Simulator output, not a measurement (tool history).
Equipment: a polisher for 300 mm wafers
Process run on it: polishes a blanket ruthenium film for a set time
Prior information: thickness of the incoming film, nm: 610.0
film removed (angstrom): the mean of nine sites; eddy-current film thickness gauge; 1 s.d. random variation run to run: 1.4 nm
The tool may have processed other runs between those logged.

run    day  flow of slurry (ml/min)  pressure of the wafer on the pad (kPa)  speed of the pad under the wafer (m/s)  polishing time (s)  film removed (angstrom)
  1  0.000                      310                                    17.9                                    0.96                  56                   932.55
  2  0.033                      310                                    20.7                                    0.98                  56                  1116.30
  3  0.292                      310                                    22.8                                    1.00                  56                  1235.40
  4  0.608                      355                                    22.8                                    1.00                  56                  1256.20
  5  0.688                      325                                    22.8                                    1.00                  56                  1245.50
  6  0.925                      325                                    24.1                                    1.02                  56                  1339.50

Expected results for the next run?
  7  0.983                      330                                    25.5                                    1.06                  56                        ?

{"run 7": {"film removed (angstrom)": 1478.4}}
